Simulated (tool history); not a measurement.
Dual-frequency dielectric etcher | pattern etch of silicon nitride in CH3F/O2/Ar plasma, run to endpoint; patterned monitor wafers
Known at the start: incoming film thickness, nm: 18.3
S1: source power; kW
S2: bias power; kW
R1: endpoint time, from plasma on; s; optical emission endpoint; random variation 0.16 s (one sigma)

run	hour	S1	S2	R1
1	0	0.53	0.097	22.027
2	6.2	0.62	0.097	20.971
3	7.1	0.69	0.097	20.305
4	8	0.66	0.094	20.982
5	12.9	0.64	0.092	20.877
6	21.5	0.64	0.106	20.298
7	22.6	0.61	0.102	20.911
8	29.1	0.58	0.099	21.278
9	30.4	0.58	0.099	21.392

Forecast run 10:
10	38.2	0.56	0.096	?

Run 10 gave R1 21.596 s.

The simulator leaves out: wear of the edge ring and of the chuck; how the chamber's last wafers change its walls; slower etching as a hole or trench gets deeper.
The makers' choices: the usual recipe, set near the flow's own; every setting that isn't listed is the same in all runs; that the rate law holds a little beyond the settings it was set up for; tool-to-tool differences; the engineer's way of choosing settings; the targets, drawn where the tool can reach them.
